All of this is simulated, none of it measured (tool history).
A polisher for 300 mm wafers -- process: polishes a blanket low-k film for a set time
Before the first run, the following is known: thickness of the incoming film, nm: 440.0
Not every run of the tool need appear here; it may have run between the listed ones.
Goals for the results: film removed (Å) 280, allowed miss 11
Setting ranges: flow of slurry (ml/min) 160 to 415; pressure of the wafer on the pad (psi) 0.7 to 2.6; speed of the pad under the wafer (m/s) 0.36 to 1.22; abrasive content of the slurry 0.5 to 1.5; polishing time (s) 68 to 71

run	day	flow of slurry (ml/min)	pressure of the wafer on the pad (psi)	speed of the pad under the wafer (m/s)	abrasive content of the slurry	polishing time (s)	film removed (Å)
1	0	265	1.6	0.78	1	68	193.48
2	0.292	210	1.6	0.78	1	68	184.55
3	0.596	225	1.7	0.78	1	68	196.11
4	0.896	240	1.8	0.78	1	68	199.43
5	1.054	240	1.8	0.78	1.15	68	219.5
# day 1.1: conditioning disc replaced and pad reconditioned
6	1.1	240	1.6	0.78	1.15	68	243.55
7	1.425	250	1.6	0.8	1.15	68	247.02
8	1.471	265	1.6	0.82	1.15	68	257.09
9	1.604	275	1.6	0.82	1.15	68	255.89
10	1.85	285	1.6	0.82	1.15	68	261.68
11	1.971	295	1.6	0.82	1.15	68	263.83

4 next moves are on the table. One of them brings every result within its allowed miss. Which?
A	2.092	360	1.9	0.68	1.2	68	?
B	2.092	360	2.2	0.64	1.05	71	?
C	2.092	285	1.4	0.88	1.15	71	?
D	2.092	270	1.7	0.64	1.25	69	?

move	film removed (Å)
A	266.06
B	277.98
C	262.04
D	234.65
A: better than the last run, though not everything is in spec
B: hits every target within its allowed miss
C: the biggest miss grows against the last run
D: the biggest miss grows against the last run
Correct choice: B, which meets every target
